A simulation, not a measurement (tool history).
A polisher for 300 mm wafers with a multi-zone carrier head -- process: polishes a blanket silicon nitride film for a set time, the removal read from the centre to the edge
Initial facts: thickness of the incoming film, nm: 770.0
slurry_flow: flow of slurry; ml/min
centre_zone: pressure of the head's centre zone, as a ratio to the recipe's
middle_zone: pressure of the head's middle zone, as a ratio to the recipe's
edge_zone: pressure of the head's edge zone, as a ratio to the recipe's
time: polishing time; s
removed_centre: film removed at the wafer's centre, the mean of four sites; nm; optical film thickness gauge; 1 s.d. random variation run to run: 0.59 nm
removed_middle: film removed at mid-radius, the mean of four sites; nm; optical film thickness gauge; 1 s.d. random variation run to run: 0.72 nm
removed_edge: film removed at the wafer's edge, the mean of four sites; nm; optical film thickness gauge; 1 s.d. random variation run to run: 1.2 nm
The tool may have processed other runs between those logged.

run,hour,slurry_flow,centre_zone,middle_zone,edge_zone,time,removed_centre,removed_middle,removed_edge
1,0.0,255,1.00,1.00,1.00,32,68.217,70.565,71.660
2,7.1,275,1.03,1.05,1.02,34,75.510,78.372,74.307
3,12.4,270,1.03,1.07,1.04,36,79.829,84.233,80.618
4,15.1,230,1.03,1.07,1.04,36,78.338,82.665,82.895
5,15.6,240,1.05,1.10,1.05,37,82.301,89.099,85.062
6,22.8,240,1.12,1.10,1.05,37,88.096,88.321,84.693

Run 7, settings as shown, results not yet in. Your forecast:
7,28.0,240,1.12,1.10,1.05,37,?,?,?

removed_centre: 89.152 nm
removed_middle: 87.607 nm
removed_edge: 84.402 nm
